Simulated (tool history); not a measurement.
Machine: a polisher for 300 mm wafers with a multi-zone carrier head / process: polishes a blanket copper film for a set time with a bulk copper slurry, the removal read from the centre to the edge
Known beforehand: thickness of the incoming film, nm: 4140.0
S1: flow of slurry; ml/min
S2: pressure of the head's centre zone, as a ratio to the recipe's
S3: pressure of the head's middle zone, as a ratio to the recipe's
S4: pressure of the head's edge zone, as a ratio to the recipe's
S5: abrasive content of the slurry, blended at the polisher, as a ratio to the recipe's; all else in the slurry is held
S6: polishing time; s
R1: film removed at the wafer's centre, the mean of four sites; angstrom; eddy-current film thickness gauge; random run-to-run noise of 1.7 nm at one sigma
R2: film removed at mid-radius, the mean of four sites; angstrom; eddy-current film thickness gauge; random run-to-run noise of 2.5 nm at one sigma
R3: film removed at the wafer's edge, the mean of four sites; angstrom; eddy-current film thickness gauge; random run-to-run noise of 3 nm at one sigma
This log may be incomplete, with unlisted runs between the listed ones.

Run 1, day 0.000: S1 265 ml/min, S2 1.00, S3 1.00, S4 1.00, S5 1.00, S6 40 s. Result: R1 2927.5 angstrom, R2 2898.4 angstrom, R3 3040.4 angstrom.
Run 2, day 0.300: S1 265 ml/min, S2 0.99, S3 1.03, S4 0.96, S5 0.90, S6 40 s. Result: R1 2819.5 angstrom, R2 2907.9 angstrom, R3 2881.6 angstrom.
Run 3, day 0.467: S1 260 ml/min, S2 0.98, S3 1.04, S4 0.93, S5 0.85, S6 40 s. Result: R1 2747.1 angstrom, R2 2866.2 angstrom, R3 2705.2 angstrom.
Run 4, day 0.592: S1 260 ml/min, S2 0.98, S3 1.04, S4 0.99, S5 0.85, S6 40 s. Result: R1 2747.2 angstrom, R2 2827.3 angstrom, R3 2855.3 angstrom.
Run 5, day 0.888: S1 260 ml/min, S2 0.98, S3 1.04, S4 1.07, S5 0.85, S6 40 s. Result: R1 2717.6 angstrom, R2 2843.6 angstrom, R3 3003.4 angstrom.
Run 6, day 1.196: S1 255 ml/min, S2 0.96, S3 1.05, S4 1.02, S5 0.80, S6 40 s. Result: R1 2611.0 angstrom, R2 2822.5 angstrom, R3 2767.6 angstrom.

What does the tool deliver on the next run?
Run 7, day 1.433: S1 245 ml/min, S2 0.95, S3 1.06, S4 1.00, S5 0.80, S6 40 s. Result: R1 ?, R2 ?, R3 ?.

R1: 2617.5 angstrom
R2: 2817.6 angstrom
R3: 2774.5 angstrom
